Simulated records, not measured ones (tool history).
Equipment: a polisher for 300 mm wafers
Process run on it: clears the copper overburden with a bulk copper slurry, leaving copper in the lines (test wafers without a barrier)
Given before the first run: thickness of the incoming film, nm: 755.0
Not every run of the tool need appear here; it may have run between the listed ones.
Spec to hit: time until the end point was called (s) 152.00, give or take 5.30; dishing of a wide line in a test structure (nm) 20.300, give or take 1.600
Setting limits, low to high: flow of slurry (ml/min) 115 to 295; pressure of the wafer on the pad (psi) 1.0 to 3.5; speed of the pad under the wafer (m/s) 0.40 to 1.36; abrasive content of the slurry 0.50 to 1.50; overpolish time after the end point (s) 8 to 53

run	day	flow of slurry (ml/min)	pressure of the wafer on the pad (psi)	speed of the pad under the wafer (m/s)	abrasive content of the slurry	overpolish time after the end point (s)	time until the end point was called (s)	dishing of a wide line in a test structure (nm)
1	0.000	190	2.2	0.88	1.00	27	143.63	32.404
2	0.196	190	2.2	0.76	1.00	27	161.19	31.728
3	0.542	190	2.0	0.76	1.00	27	182.53	30.093
4	0.858	190	2.3	0.76	1.00	27	156.24	30.364
5	0.892	210	2.5	0.66	1.05	21	159.94	29.553
6	1.050	210	2.3	0.66	1.05	21	174.18	30.153
7	1.108	180	2.7	0.58	0.90	17	184.89	26.902
8	1.417	160	2.9	0.62	0.80	14	173.84	26.202
9	1.700	145	3.1	0.64	0.70	12	169.37	24.871
# day 1.838: slurry nozzle cleaned
10	1.838	135	3.2	0.66	0.65	11	147.44	25.270
11	1.954	130	3.3	0.64	0.60	10	153.64	22.959

Which one of the following 5 next-run settings gets every result inside its allowed miss? There is exactly one.
A	2.071	185	3.5	0.58	0.60	13	?	?
B	2.071	115	3.5	0.68	0.50	8	?	?
C	2.071	180	3.3	0.52	0.75	16	?	?
D	2.071	155	3.3	0.60	0.65	15	?	?
E	2.071	125	2.8	0.74	0.65	12	?	?

move	time until the end point was called (s)	dishing of a wide line in a test structure (nm)
A	151.76	27.904
B	156.25	21.198
C	164.15	29.325
D	155.14	29.233
E	155.80	26.257
A: further off than the last run
B: every result within its allowed miss
C: further off than the last run
D: further off than the last run
E: further off than the last run
Go with B: it meets all targets.
